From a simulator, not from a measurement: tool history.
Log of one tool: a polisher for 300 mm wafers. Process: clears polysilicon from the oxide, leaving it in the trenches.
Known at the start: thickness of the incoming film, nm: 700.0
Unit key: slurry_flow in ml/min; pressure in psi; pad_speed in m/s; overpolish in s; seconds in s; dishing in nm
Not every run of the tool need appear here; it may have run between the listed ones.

Run 1, hour 0: slurry_flow 130 ml/min, pressure 3.1 psi, pad_speed 1.06 m/s, overpolish 20 s. Result: seconds 38.632 s, dishing 59.219 nm.
Run 2, hour 3.1: slurry_flow 150 ml/min, pressure 3.1 psi, pad_speed 1.06 m/s, overpolish 20 s. Result: seconds 38.047 s, dishing 58.527 nm.
Run 3, hour 7.3: slurry_flow 165 ml/min, pressure 2.9 psi, pad_speed 1.06 m/s, overpolish 16 s. Result: seconds 40.252 s, dishing 57.526 nm.
Run 4, hour 11: slurry_flow 175 ml/min, pressure 2.8 psi, pad_speed 1.06 m/s, overpolish 13 s. Result: seconds 40.688 s, dishing 56.693 nm.
Run 5, hour 14.2: slurry_flow 175 ml/min, pressure 2.4 psi, pad_speed 1.06 m/s, overpolish 13 s. Result: seconds 47.391 s, dishing 56.838 nm.
Run 6, hour 16.3: slurry_flow 150 ml/min, pressure 2.4 psi, pad_speed 1.06 m/s, overpolish 13 s. Result: seconds 48.396 s, dishing 55.266 nm.
Run 7, hour 23.4: slurry_flow 130 ml/min, pressure 2.5 psi, pad_speed 1.08 m/s, overpolish 11 s. Result: seconds 47.123 s, dishing 53.574 nm.

Run 8 has not been measured yet. What should we expect?
Run 8, hour 30.6: slurry_flow 120 ml/min, pressure 2.6 psi, pad_speed 1.08 m/s, overpolish 10 s. Result: seconds ?, dishing ?.

seconds: 45.826 s
dishing: 53.568 nm
